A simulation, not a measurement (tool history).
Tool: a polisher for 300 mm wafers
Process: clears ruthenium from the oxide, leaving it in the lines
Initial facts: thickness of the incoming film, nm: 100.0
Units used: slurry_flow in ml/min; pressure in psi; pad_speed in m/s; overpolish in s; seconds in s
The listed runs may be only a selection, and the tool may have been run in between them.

| run | hour | slurry_flow | pressure | pad_speed | overpolish | seconds |
|---|---|---|---|---|---|---|
| 1 | 0.0 | 290 | 2.1 | 1.04 | 32 | 73.826 |
| 2 | 4.0 | 290 | 2.2 | 1.04 | 32 | 69.073 |
| 3 | 4.6 | 290 | 2.3 | 1.04 | 32 | 69.259 |
| 4 | 6.7 | 230 | 2.3 | 1.04 | 32 | 70.967 |
| 5 | 8.9 | 300 | 2.3 | 1.04 | 32 | 66.735 |
| 6 | 12.5 | 300 | 2.4 | 1.04 | 32 | 66.831 |
| 7 | 14.8 | 300 | 2.5 | 1.06 | 32 | 63.801 |
| 8 | 22.7 | 300 | 2.6 | 1.08 | 32 | 61.228 |

Run 9 comes next. What will it give?
| 9 | 28.5 | 300 | 2.6 | 1.10 | 32 | ? |

{"run 9": {"seconds": 61.192}}
